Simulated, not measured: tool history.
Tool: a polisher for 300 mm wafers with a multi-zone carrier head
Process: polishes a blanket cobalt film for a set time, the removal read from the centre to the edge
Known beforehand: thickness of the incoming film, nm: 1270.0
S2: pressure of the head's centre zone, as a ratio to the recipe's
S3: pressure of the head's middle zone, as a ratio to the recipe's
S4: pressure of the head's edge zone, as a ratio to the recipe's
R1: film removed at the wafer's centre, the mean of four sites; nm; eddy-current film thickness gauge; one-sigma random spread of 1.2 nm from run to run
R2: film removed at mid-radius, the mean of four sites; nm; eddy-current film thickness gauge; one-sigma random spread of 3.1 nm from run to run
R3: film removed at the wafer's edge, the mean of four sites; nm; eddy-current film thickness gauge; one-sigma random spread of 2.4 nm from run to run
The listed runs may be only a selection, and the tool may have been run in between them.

{"run": 1, "day": 0.0, "flow of slurry (ml/min)": 235, "S2": 1.0, "S3": 1.0, "S4": 1.0, "polishing time (s)": 63, "R1": 460.54, "R2": 441.29, "R3": 458.78}
{"run": 2, "day": 0.125, "flow of slurry (ml/min)": 215, "S2": 0.96, "S3": 1.01, "S4": 0.96, "polishing time (s)": 56, "R1": 390.88, "R2": 400.15, "R3": 393.71}
{"run": 3, "day": 0.338, "flow of slurry (ml/min)": 215, "S2": 0.96, "S3": 1.01, "S4": 0.9, "polishing time (s)": 56, "R1": 390.67, "R2": 395.67, "R3": 382.22}
{"run": 4, "day": 0.579, "flow of slurry (ml/min)": 215, "S2": 1.0, "S3": 1.01, "S4": 0.9, "polishing time (s)": 56, "R1": 408.8, "R2": 404.26, "R3": 378.99}
{"run": 5, "day": 0.858, "flow of slurry (ml/min)": 215, "S2": 1.0, "S3": 1.01, "S4": 0.83, "polishing time (s)": 56, "R1": 408.43, "R2": 400.39, "R3": 368.36}
{"run": 6, "day": 1.158, "flow of slurry (ml/min)": 215, "S2": 1.0, "S3": 1.01, "S4": 0.89, "polishing time (s)": 56, "R1": 405.97, "R2": 405.9, "R3": 382.71}
{"run": 7, "day": 1.342, "flow of slurry (ml/min)": 200, "S2": 0.96, "S3": 1.01, "S4": 0.88, "polishing time (s)": 51, "R1": 348.85, "R2": 354.23, "R3": 344.98}
{"run": 8, "day": 1.708, "flow of slurry (ml/min)": 195, "S2": 0.94, "S3": 1.03, "S4": 0.87, "polishing time (s)": 47, "R1": 312.06, "R2": 334.62, "R3": 312.33}
{"run": 9, "day": 2.058, "flow of slurry (ml/min)": 155, "S2": 0.84, "S3": 1.02, "S4": 0.83, "polishing time (s)": 29, "R1": 164.56, "R2": 196.46, "R3": 182.81}

Run 10 is up next; what results do you expect?
{"run": 10, "day": 2.229, "flow of slurry (ml/min)": 180, "S2": 0.84, "S3": 1.03, "S4": 0.85, "polishing time (s)": 29, "R1": "?", "R2": "?", "R3": "?"}

Run 10 came out at R1 170.69 nm, R2 204.13 nm, R3 190.21 nm.
